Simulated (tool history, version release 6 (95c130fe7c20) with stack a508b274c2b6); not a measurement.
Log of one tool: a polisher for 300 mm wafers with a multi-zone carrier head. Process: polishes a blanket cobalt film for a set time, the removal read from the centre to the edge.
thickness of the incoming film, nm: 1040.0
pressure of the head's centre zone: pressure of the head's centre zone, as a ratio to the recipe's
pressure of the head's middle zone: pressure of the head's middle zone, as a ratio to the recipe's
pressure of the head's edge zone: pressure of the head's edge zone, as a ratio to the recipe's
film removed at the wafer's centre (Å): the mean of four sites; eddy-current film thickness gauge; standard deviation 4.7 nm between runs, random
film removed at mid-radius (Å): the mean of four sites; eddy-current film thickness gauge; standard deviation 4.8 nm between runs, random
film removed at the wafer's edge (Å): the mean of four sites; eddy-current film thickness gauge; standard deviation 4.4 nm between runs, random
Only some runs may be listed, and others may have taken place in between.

run,day,flow of slurry (ml/min),pressure of the head's centre zone,pressure of the head's middle zone,pressure of the head's edge zone,polishing time (s),film removed at the wafer's centre (Å),film removed at mid-radius (Å),film removed at the wafer's edge (Å)
1,0.000,160,1.00,1.00,1.00,65,2634.9,2677.2,2637.3
2,0.308,160,1.00,1.00,1.00,78,3163.6,3198.1,3238.1
3,0.421,160,1.00,1.00,1.00,66,2688.0,2756.5,2669.5
4,0.725,165,0.99,1.02,1.01,68,2775.9,2811.9,2777.6
5,0.983,160,0.97,1.04,0.99,72,2887.4,3040.0,2933.2
6,1.192,160,0.95,1.06,0.98,74,2948.5,3147.5,2984.2
7,1.283,155,0.93,1.08,0.98,77,2972.0,3302.8,3032.4
8,1.404,160,0.92,1.09,0.99,79,3014.7,3451.9,3210.8
9,1.700,165,0.91,1.10,0.99,80,3118.6,3561.1,3216.6
10,1.771,165,0.91,1.10,0.99,80,3085.5,3488.5,3240.6
11,2.083,160,0.90,1.11,0.99,82,3039.0,3668.6,3411.0

Run 12, settings as shown, results not yet in. Your forecast:
12,2.229,165,0.90,1.12,0.99,83,?,?,?

Run 12 yielded film removed at the wafer's centre (Å) 3043.0, film removed at mid-radius (Å) 3724.2, film removed at the wafer's edge (Å) 3371.7.
